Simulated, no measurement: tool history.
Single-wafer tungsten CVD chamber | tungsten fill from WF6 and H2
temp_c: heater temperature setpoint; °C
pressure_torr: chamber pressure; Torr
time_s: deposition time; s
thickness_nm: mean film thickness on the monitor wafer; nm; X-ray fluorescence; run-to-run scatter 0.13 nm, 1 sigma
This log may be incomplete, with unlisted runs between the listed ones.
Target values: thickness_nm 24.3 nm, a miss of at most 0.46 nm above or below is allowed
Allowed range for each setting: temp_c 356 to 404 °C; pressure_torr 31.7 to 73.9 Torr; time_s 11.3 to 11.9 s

Run 1, hour 0: temp_c 380 °C, pressure_torr 52.8 Torr, time_s 11.9 s. Result: thickness_nm 27.995 nm.
Run 2, hour 4.8: temp_c 385 °C, pressure_torr 52.8 Torr, time_s 11.9 s. Result: thickness_nm 31.389 nm.
Run 3, hour 8.6: temp_c 385 °C, pressure_torr 59.2 Torr, time_s 11.9 s. Result: thickness_nm 33.8 nm.
Run 4, hour 13: temp_c 385 °C, pressure_torr 59.2 Torr, time_s 11.9 s. Result: thickness_nm 33.952 nm.
Run 5, hour 14: temp_c 391 °C, pressure_torr 59.2 Torr, time_s 11.9 s. Result: thickness_nm 39.095 nm.
Run 6, hour 21.5: temp_c 391 °C, pressure_torr 51 Torr, time_s 11.9 s. Result: thickness_nm 35.175 nm.
Run 7, hour 27.4: temp_c 388 °C, pressure_torr 50.9 Torr, time_s 11.9 s. Result: thickness_nm 33.018 nm.
Run 8, hour 32: temp_c 386 °C, pressure_torr 50.8 Torr, time_s 11.9 s. Result: thickness_nm 31.422 nm.
Run 9, hour 40.8: temp_c 386 °C, pressure_torr 50.8 Torr, time_s 11.9 s. Result: thickness_nm 31.261 nm.
Run 10, hour 49.6: temp_c 384 °C, pressure_torr 50.7 Torr, time_s 11.9 s. Result: thickness_nm 30.06 nm.
Run 11, hour 58.4: temp_c 382 °C, pressure_torr 50.7 Torr, time_s 11.9 s. Result: thickness_nm 28.966 nm.
Run 12, hour 59.6: temp_c 381 °C, pressure_torr 50.7 Torr, time_s 11.9 s. Result: thickness_nm 27.878 nm.
Run 13, hour 65.4: temp_c 380 °C, pressure_torr 50.7 Torr, time_s 11.9 s. Result: thickness_nm 27.26 nm.

Exercise: of the 4 proposed moves below, exactly one satisfies all targets within the stated allowed misses. Which move is it?
Run A, hour 71.2: temp_c 373 °C, pressure_torr 55.3 Torr, time_s 11.3 s. Result: thickness_nm ?.
Run B, hour 71.2: temp_c 375 °C, pressure_torr 56 Torr, time_s 11.9 s. Result: thickness_nm ?.
Run C, hour 71.2: temp_c 384 °C, pressure_torr 39 Torr, time_s 11.9 s. Result: thickness_nm ?.
Run D, hour 71.2: temp_c 372 °C, pressure_torr 56.5 Torr, time_s 11.3 s. Result: thickness_nm ?.

move  thickness_nm
   A        23.156
   B        25.788
   C        24.274
   D        22.927
A: takes the biggest miss from the last run beyond its target
B: closer than the last run, but not yet in spec
C: all results in spec
D: takes the biggest miss from the last run beyond its target
C is the move that brings every result within its allowed miss.
